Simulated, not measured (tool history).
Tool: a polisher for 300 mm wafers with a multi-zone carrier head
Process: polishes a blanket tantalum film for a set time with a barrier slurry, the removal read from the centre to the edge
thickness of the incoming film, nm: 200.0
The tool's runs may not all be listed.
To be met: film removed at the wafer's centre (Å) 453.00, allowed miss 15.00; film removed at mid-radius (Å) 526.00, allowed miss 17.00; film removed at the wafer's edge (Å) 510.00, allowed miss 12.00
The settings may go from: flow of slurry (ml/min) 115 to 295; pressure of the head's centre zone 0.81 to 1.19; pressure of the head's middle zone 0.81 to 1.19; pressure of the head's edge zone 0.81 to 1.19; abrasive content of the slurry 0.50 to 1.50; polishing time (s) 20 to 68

| run | hour | flow of slurry (ml/min) | pressure of the head's centre zone | pressure of the head's middle zone | pressure of the head's edge zone | abrasive content of the slurry | polishing time (s) | film removed at the wafer's centre (Å) | film removed at mid-radius (Å) | film removed at the wafer's edge (Å) |
|---|---|---|---|---|---|---|---|---|---|---|
| 1 | 0.0 | 190 | 1.00 | 1.00 | 1.00 | 1.00 | 44 | 750.40 | 756.55 | 748.70 |
| 2 | 4.7 | 190 | 1.00 | 1.00 | 1.00 | 1.00 | 37 | 641.89 | 636.57 | 647.10 |
| 3 | 7.9 | 190 | 0.97 | 1.00 | 1.00 | 1.00 | 37 | 612.58 | 636.50 | 632.35 |
| 4 | 14.7 | 180 | 0.94 | 0.98 | 0.97 | 0.95 | 37 | 595.78 | 605.56 | 622.26 |
| 5 | 17.8 | 175 | 0.92 | 0.99 | 0.96 | 0.85 | 37 | 566.52 | 606.50 | 613.25 |
| 6 | 23.1 | 175 | 0.91 | 0.99 | 0.94 | 0.80 | 36 | 536.43 | 582.82 | 576.86 |
| 7 | 23.9 | 135 | 0.81 | 0.93 | 0.84 | 0.70 | 36 | 470.44 | 512.70 | 522.56 |
| 8 | 26.1 | 135 | 0.81 | 0.94 | 0.84 | 0.70 | 36 | 476.34 | 517.96 | 524.08 |
| 9 | 28.7 | 135 | 0.81 | 0.95 | 0.85 | 0.70 | 36 | 472.93 | 528.09 | 522.93 |
| 10 | 30.6 | 115 | 0.81 | 0.99 | 0.88 | 0.60 | 36 | 437.33 | 504.61 | 499.76 |
| 11 | 31.1 | 120 | 0.81 | 0.99 | 0.88 | 0.60 | 36 | 438.56 | 500.64 | 503.98 |
| 12 | 32.4 | 120 | 0.81 | 0.99 | 0.88 | 0.60 | 36 | 439.20 | 504.62 | 502.57 |

5 next moves are on the table. One of them brings every result within its allowed miss. Which?
| A | 33.7 | 115 | 0.85 | 0.96 | 0.92 | 0.70 | 34 | ? | ? | ? |
| B | 33.7 | 115 | 0.86 | 0.99 | 0.86 | 0.70 | 34 | ? | ? | ? |
| C | 33.7 | 120 | 0.86 | 0.99 | 0.91 | 0.80 | 32 | ? | ? | ? |
| D | 33.7 | 200 | 0.81 | 1.00 | 0.91 | 0.85 | 31 | ? | ? | ? |
| E | 33.7 | 115 | 0.81 | 1.07 | 0.91 | 0.60 | 34 | ? | ? | ? |

| move | film removed at the wafer's centre (Å) | film removed at mid-radius (Å) | film removed at the wafer's edge (Å) |
|---|---|---|---|
| A | 432.73 | 486.02 | 493.00 |
| B | 435.83 | 495.31 | 482.20 |
| C | 426.48 | 483.75 | 477.74 |
| D | 456.71 | 532.20 | 506.06 |
| E | 409.31 | 505.86 | 477.23 |
A: further off than the last run
B: further off than the last run
C: further off than the last run
D: meets every target
E: further off than the last run
Answer: D
